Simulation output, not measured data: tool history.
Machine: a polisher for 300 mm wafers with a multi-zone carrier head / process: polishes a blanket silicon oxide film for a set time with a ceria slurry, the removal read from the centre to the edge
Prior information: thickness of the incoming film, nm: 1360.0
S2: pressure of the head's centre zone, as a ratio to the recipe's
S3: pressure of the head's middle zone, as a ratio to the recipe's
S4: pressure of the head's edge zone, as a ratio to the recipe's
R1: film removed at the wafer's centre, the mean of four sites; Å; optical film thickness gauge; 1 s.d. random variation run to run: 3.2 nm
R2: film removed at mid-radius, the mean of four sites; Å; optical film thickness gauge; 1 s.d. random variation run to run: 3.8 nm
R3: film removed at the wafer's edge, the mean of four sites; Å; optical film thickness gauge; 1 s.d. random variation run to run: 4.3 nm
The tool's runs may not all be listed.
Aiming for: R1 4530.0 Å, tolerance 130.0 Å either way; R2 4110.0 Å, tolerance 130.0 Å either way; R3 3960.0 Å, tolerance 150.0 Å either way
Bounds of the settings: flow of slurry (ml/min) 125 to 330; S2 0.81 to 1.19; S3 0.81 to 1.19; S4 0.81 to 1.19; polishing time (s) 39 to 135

run 1 hour=0.0 | flow_of_slurry_(ml/min)=210 S2=1.00 S3=1.00 S4=1.00 polishing_time_(s)=87 | R1=3341.1 R2=3294.2 R3=3211.2
run 2 hour=8.4 | flow_of_slurry_(ml/min)=210 S2=1.00 S3=1.04 S4=1.00 polishing_time_(s)=87 | R1=3338.3 R2=3363.7 R3=3212.2
run 3 hour=9.9 | flow_of_slurry_(ml/min)=180 S2=1.00 S3=1.04 S4=1.00 polishing_time_(s)=87 | R1=3251.9 R2=3358.9 R3=3164.8
run 4 hour=11.3 | flow_of_slurry_(ml/min)=200 S2=1.05 S3=1.07 S4=1.04 polishing_time_(s)=90 | R1=3598.1 R2=3580.9 R3=3416.4
run 5 hour=14.1 | flow_of_slurry_(ml/min)=220 S2=1.09 S3=1.10 S4=1.07 polishing_time_(s)=91 | R1=3799.1 R2=3761.9 R3=3501.6
run 6 hour=22.1 | flow_of_slurry_(ml/min)=220 S2=1.14 S3=1.10 S4=1.07 polishing_time_(s)=91 | R1=3981.5 R2=3742.6 R3=3478.6
run 7 hour=27.7 | flow_of_slurry_(ml/min)=235 S2=1.16 S3=1.10 S4=1.10 polishing_time_(s)=93 | R1=4152.8 R2=3821.3 R3=3629.2
run 8 hour=33.2 | flow_of_slurry_(ml/min)=245 S2=1.17 S3=1.11 S4=1.12 polishing_time_(s)=94 | R1=4297.4 R2=3896.5 R3=3762.9

4 next moves are on the table. One of them brings every result within its allowed miss. Which?
run A hour=38.7 | flow_of_slurry_(ml/min)=190 S2=1.19 S3=1.10 S4=1.14 polishing_time_(s)=101 | R1=? R2=? R3=?
run B hour=38.7 | flow_of_slurry_(ml/min)=230 S2=1.09 S3=0.91 S4=1.19 polishing_time_(s)=108 | R1=? R2=? R3=?
run C hour=38.7 | flow_of_slurry_(ml/min)=250 S2=1.17 S3=1.05 S4=1.17 polishing_time_(s)=94 | R1=? R2=? R3=?
run D hour=38.7 | flow_of_slurry_(ml/min)=240 S2=1.08 S3=0.98 S4=1.19 polishing_time_(s)=103 | R1=? R2=? R3=?

move=A R1=4520.4 R2=4106.5 R3=3900.2
move=B R1=4520.7 R2=3820.8 R3=4341.3
move=C R1=4268.6 R2=3780.7 R3=3761.6
move=D R1=4294.0 R2=3893.8 R3=4149.8
A: each result inside its tolerance
B: gets the furthest-off result to its target, but another result is out of tolerance
C: further off than the last run
D: just as far off the targets as the last run
A meets every target.
